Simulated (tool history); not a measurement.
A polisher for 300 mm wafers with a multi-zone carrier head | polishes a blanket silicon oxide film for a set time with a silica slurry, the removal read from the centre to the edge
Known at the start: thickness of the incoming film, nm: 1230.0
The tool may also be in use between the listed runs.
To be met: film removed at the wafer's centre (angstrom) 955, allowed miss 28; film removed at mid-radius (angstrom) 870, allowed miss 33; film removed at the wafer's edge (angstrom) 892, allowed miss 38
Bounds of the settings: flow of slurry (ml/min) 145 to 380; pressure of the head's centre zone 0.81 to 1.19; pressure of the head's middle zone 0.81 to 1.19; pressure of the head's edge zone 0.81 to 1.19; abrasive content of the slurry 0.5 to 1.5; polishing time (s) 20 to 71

run,hour,flow of slurry (ml/min),pressure of the head's centre zone,pressure of the head's middle zone,pressure of the head's edge zone,abrasive content of the slurry,polishing time (s),film removed at the wafer's centre (angstrom),film removed at mid-radius (angstrom),film removed at the wafer's edge (angstrom)
1,0,245,1,1,1,1,45,1197.1,1235.7,1188.7
2,1.7,265,1,1,1,1,45,1197.1,1225.7,1166.7
3,9.8,265,1,1,1,1.1,45,1231.4,1264.8,1236.4
4,13,265,1,1,1,1,45,1211.3,1228.7,1177.7
5,21,265,1,1,1,1,38,1017.9,1014.7,988.7
6,29.6,265,0.97,1,1,1,38,999.09,1025.4,1004.4
7,37.6,270,0.97,0.98,0.99,0.95,38,948.98,998.43,1001.6
8,39.5,270,1,0.97,0.99,0.9,38,988.67,991.51,970.01
9,44.4,270,1.01,0.95,1,0.85,38,978.23,943.84,951.51
10,52.4,270,1.02,0.94,1,0.8,38,968.38,931.16,938.34

5 next moves are on the table. One of them brings every result within its allowed miss. Which?
A,60.4,295,1.02,1.1,0.87,0.7,39,?,?,?
B,60.4,270,1,0.81,1.07,0.85,38,?,?,?
C,60.4,260,1.06,1.08,0.81,0.7,37,?,?,?
D,60.4,225,1.06,1.04,1.01,0.75,37,?,?,?
E,60.4,240,1.01,0.87,0.89,0.95,36,?,?,?

move,film removed at the wafer's centre (angstrom),film removed at mid-radius (angstrom),film removed at the wafer's edge (angstrom)
A,952.15,1056.6,880.48
B,952.72,853.41,999.15
C,929.72,979.06,804.04
D,936.81,958.55,900.8
E,933.06,873.8,888.89
A: further off than the last run
B: brings the result that was furthest off to its target, and leaves another outside
C: further off than the last run
D: further off than the last run
E: meets every target
Answer: E

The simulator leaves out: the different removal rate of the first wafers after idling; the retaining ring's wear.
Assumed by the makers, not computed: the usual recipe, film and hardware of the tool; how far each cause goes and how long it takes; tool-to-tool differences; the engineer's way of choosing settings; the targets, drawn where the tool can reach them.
